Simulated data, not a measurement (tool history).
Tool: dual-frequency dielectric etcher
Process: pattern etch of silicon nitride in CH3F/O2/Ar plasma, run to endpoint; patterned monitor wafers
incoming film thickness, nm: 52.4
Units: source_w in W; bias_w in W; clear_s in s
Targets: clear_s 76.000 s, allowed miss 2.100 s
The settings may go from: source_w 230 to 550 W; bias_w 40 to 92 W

run 1 hour=0.0 | source_w=390 bias_w=66 | clear_s=84.766
run 2 hour=1.0 | source_w=390 bias_w=60 | clear_s=87.720
run 3 hour=7.0 | source_w=410 bias_w=61 | clear_s=85.103
run 4 hour=9.6 | source_w=430 bias_w=62 | clear_s=84.381
run 5 hour=11.4 | source_w=490 bias_w=62 | clear_s=79.997
run 6 hour=13.2 | source_w=440 bias_w=62 | clear_s=83.411
run 7 hour=15.6 | source_w=440 bias_w=62 | clear_s=83.212
run 8 hour=16.2 | source_w=450 bias_w=63 | clear_s=82.501
run 9 hour=17.6 | source_w=450 bias_w=63 | clear_s=82.043

Which of these 5 next moves meets every target?
run A hour=19.0 | source_w=510 bias_w=68 | clear_s=?
run B hour=19.0 | source_w=460 bias_w=63 | clear_s=?
run C hour=19.0 | source_w=490 bias_w=92 | clear_s=?
run D hour=19.0 | source_w=450 bias_w=64 | clear_s=?
run E hour=19.0 | source_w=530 bias_w=82 | clear_s=?

move=A clear_s=77.035
move=B clear_s=81.773
move=C clear_s=70.746
move=D clear_s=81.995
move=E clear_s=71.570
A: meets every target
B: as far off as the last run
C: takes the result that was furthest off past its target
D: as far off as the last run
E: takes the result that was furthest off past its target
Move A is the one to make.

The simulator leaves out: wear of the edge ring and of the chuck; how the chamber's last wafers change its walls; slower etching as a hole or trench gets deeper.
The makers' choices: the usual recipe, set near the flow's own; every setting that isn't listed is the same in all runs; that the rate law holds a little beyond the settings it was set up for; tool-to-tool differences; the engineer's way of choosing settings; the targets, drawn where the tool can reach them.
